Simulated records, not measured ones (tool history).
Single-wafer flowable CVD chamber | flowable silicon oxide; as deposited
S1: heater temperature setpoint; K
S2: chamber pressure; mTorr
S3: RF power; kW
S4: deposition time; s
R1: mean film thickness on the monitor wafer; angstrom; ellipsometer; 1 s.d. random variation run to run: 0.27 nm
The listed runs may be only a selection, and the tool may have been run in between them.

run  hour      S1   S2     S3   S4      R1
  1   0.0  373.15  619  1.910  465  1960.3
  2   1.1  373.15  619  1.910  465  1952.4
  3   9.8  373.15  540  1.910  465  1717.3
  4  19.0  373.15  540  2.070  465  1737.4
  5  25.9  374.15  540  2.070  465  1676.9
  6  31.4  374.15  540  2.070  465  1662.6
  7  36.7  375.15  540  2.070  465  1609.2
  8  42.4  376.15  540  2.070  465  1541.3
  9  50.4  377.15  540  2.070  465  1495.0
 10  55.0  378.15  540  2.070  465  1434.7
 11  57.7  379.15  540  2.070  465  1382.1

The next listed run, before its measurement:
 12  59.2  379.15  540  2.070  465   ?

Logged for run 12: R1 1385.1 angstrom.
